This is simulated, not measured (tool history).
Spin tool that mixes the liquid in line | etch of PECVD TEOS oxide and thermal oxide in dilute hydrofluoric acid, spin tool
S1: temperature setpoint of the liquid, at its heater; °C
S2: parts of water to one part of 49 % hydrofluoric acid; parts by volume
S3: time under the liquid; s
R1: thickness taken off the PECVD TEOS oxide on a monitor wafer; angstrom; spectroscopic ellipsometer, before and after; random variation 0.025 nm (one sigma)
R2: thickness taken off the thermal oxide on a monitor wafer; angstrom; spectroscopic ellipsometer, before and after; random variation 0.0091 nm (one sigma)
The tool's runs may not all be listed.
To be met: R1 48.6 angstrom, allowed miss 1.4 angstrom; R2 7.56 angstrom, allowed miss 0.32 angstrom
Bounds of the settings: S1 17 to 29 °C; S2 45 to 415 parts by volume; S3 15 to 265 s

run 1 hour=0 | S1=21 S2=230 S3=135 | R1=133.79 R2=21.049
run 2 hour=1 | S1=20 S2=285 S3=135 | R1=98.85 R2=15.656
run 3 hour=7.4 | S1=20 S2=210 S3=135 | R1=143.71 R2=22.427
run 4 hour=12.3 | S1=20 S2=280 S3=135 | R1=101.15 R2=15.853
run 5 hour=13.5 | S1=20 S2=315 S3=135 | R1=87.337 R2=13.753
run 6 hour=22.5 | S1=19 S2=350 S3=135 | R1=73.955 R2=11.571
run 7 hour=30.3 | S1=18.5 S2=370 S3=130 | R1=64.067 R2=9.9306
run 8 hour=31.5 | S1=18.5 S2=385 S3=125 | R1=59.066 R2=9.194
run 9 hour=37.5 | S1=18 S2=395 S3=125 | R1=55.983 R2=8.7506
run 10 hour=40.8 | S1=17.5 S2=400 S3=125 | R1=53.853 R2=8.5677
run 11 hour=47.5 | S1=18 S2=405 S3=120 | R1=52.334 R2=8.16
run 12 hour=53.3 | S1=18 S2=410 S3=120 | R1=51.149 R2=7.9742

4 next moves are on the table. One of them brings every result within its allowed miss. Which?
run A hour=59.1 | S1=29 S2=415 S3=90 | R1=? R2=?
run B hour=59.1 | S1=20 S2=415 S3=100 | R1=? R2=?
run C hour=59.1 | S1=17 S2=415 S3=120 | R1=? R2=?
run D hour=59.1 | S1=17 S2=385 S3=100 | R1=? R2=?

move=A R1=55.009 R2=8.4346
move=B R1=45.669 R2=7.0024
move=C R1=49.318 R2=7.562
move=D R1=45.344 R2=6.9526
A: further off than the last run
B: takes the result that was furthest off past its target
C: meets every target
D: takes the result that was furthest off past its target
The right move is C.
